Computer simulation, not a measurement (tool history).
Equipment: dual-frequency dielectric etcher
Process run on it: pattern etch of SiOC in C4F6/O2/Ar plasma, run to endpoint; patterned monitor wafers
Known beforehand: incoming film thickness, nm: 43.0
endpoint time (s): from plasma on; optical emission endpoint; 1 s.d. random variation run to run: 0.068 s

run    day  bias power (W)  source power (W)  endpoint time (s)
  1  0.000             375               400             15.505
  2  0.225             341               400             15.958
  3  0.408             373               410             15.464
  4  0.762             373               380             16.056
  5  0.904             404               380             15.568
  6  1.217             404               320             16.671

Estimate the outcome of run 7 from the log above:
  7  1.367             432               350                  ?

Run 7 gave endpoint time (s) 15.789.
